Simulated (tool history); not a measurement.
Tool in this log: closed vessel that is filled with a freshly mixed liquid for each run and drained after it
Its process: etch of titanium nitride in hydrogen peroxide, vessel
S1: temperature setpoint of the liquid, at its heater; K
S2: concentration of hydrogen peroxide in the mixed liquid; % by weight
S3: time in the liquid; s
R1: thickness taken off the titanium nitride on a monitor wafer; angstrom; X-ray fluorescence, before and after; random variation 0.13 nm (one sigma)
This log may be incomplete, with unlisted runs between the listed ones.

run  hour      S1  S2   S3      R1
  1     0  329.15  24  205     101
  2   7.7  326.65  24  205  84.861
  3  13.6  328.65  24  205  96.348
  4  15.8  330.15  24  205  107.61
  5  21.3  334.15  24  205  142.26
  6  29.3  328.65  24  205  96.673

Run 7, settings as shown, results not yet in. Your forecast:
  7  30.2  330.15  24  205   ?

Run 7 came out at R1 107.32 angstrom.

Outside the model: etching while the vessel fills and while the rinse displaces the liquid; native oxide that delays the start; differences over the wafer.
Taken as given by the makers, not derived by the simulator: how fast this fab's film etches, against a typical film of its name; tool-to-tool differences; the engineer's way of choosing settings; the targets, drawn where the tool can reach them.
